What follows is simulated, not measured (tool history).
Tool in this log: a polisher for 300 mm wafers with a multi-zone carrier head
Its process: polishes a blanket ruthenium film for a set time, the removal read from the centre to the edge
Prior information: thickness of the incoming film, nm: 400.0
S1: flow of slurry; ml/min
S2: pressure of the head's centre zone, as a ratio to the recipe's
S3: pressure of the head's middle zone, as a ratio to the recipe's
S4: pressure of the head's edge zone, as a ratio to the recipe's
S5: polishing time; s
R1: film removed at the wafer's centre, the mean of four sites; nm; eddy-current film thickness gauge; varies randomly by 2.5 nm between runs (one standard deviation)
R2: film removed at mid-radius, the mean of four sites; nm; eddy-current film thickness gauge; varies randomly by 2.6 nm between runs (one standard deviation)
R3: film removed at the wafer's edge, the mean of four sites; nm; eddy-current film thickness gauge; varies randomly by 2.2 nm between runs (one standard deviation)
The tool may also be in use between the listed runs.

| run | day | S1 | S2 | S3 | S4 | S5 | R1 | R2 | R3 |
|---|---|---|---|---|---|---|---|---|---|
| 1 | 0 | 250 | 1 | 1 | 1 | 72 | 147.47 | 143.37 | 146.52 |
| 2 | 0.375 | 250 | 1 | 1 | 1 | 62 | 127.63 | 125.92 | 124.74 |
| 3 | 0.6 | 250 | 0.91 | 1 | 1 | 62 | 111.87 | 126.04 | 126.67 |
| 4 | 0.788 | 310 | 0.91 | 1 | 1 | 62 | 115.47 | 127.68 | 126.65 |
| 5 | 0.971 | 310 | 0.85 | 1 | 1 | 62 | 109.27 | 127.18 | 129.32 |
| 6 | 1.2 | 315 | 0.89 | 1.02 | 1 | 68 | 124.53 | 140.75 | 136.81 |

What does the tool deliver on the next run?
| 7 | 1.362 | 330 | 0.99 | 1.05 | 1.08 | 88 | ? | ? | ? |

{"run 7": {"R1": 178.51, "R2": 185.75, "R3": 189.77}}

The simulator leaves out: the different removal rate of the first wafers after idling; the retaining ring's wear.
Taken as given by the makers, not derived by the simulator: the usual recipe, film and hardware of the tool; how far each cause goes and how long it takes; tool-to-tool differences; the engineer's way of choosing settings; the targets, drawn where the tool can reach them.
